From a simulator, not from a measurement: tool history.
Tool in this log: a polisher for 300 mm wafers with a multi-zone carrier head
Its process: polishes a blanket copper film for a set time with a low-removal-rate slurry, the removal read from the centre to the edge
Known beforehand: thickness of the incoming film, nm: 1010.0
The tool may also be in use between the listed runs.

run	hour	flow of slurry (ml/min)	pressure of the head's centre zone	pressure of the head's middle zone	pressure of the head's edge zone	abrasive content of the slurry	polishing time (s)	film removed at the wafer's centre (Å)	film removed at mid-radius (Å)	film removed at the wafer's edge (Å)
1	0	135	1	1	1	1	74	2039.5	2074.9	2077.7
2	1.4	135	1	1	1	0.85	74	1988.2	2090.7	1990.9
3	2.1	110	1	1	1	0.85	74	1875.2	1935.9	1955.8
4	4.7	125	1.02	1.01	1.03	0.95	75	1979.2	2088.2	2085.4
5	10.4	125	1.02	1.01	1.03	0.85	75	2040.8	2079	2036.4
6	14.7	140	1.04	1.01	1.06	0.95	75	2114.9	2144.3	2129.2
7	23.6	150	1.06	1.02	1.08	1.05	76	2334	2242.3	2229.6
8	31.1	160	1.05	1.03	1.1	1.15	76	2350.1	2308.6	2290
9	38.6	165	1.05	1.03	1.11	1.2	77	2392.2	2385.3	2338.3
10	44.7	165	1.05	1.03	1.12	1.25	78	2416.6	2414.7	2403.5
11	47.1	170	1.06	1.03	1.13	1.3	78	2524.3	2430.5	2436.9

Estimate the outcome of run 12 from the log above:
12	48.9	175	1.06	1.03	1.14	1.35	78	?	?	?

film removed at the wafer's centre (Å): 2511.9
film removed at mid-radius (Å): 2501.5
film removed at the wafer's edge (Å): 2447.9
